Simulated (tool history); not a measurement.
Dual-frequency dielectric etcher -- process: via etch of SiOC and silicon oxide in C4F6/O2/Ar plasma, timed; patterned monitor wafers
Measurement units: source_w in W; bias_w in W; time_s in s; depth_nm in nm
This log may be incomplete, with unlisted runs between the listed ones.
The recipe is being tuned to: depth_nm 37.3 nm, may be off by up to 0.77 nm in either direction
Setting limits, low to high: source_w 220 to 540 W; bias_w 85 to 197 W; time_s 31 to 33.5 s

| run | hour | source_w | bias_w | time_s | depth_nm |
|---|---|---|---|---|---|
| 1 | 0 | 380 | 141 | 33.5 | 33.521 |
| 2 | 3.3 | 310 | 141 | 33.5 | 31.686 |
| 3 | 8.9 | 340 | 144 | 33.5 | 32.46 |
| 4 | 15.1 | 340 | 144 | 31 | 29.799 |
| 5 | 16.4 | 340 | 144 | 31 | 30.086 |
| 6 | 17.4 | 340 | 144 | 33.5 | 32.542 |
| 7 | 21.4 | 360 | 147 | 33.5 | 33.416 |
| 8 | 26.9 | 380 | 148 | 33.5 | 33.964 |
| 9 | 33.8 | 400 | 149 | 33.5 | 34.495 |
| 10 | 34.6 | 410 | 150 | 33.5 | 34.64 |

Consider the 4 candidate settings below. Which is the only one whose results all fall within their allowed miss of target?
| A | 35.4 | 330 | 153 | 33.5 | ? |
| B | 35.4 | 440 | 191 | 32.5 | ? |
| C | 35.4 | 440 | 143 | 33.5 | ? |
| D | 35.4 | 420 | 168 | 33 | ? |

| move | depth_nm |
|---|---|
| A | 32.778 |
| B | 37.253 |
| C | 35.601 |
| D | 35.954 |
A: its largest miss is bigger than the last run's
B: every result lands within tolerance
C: closer than the last run, but not yet in spec
D: closer than the last run, but not yet in spec
Go with B: it meets all targets.
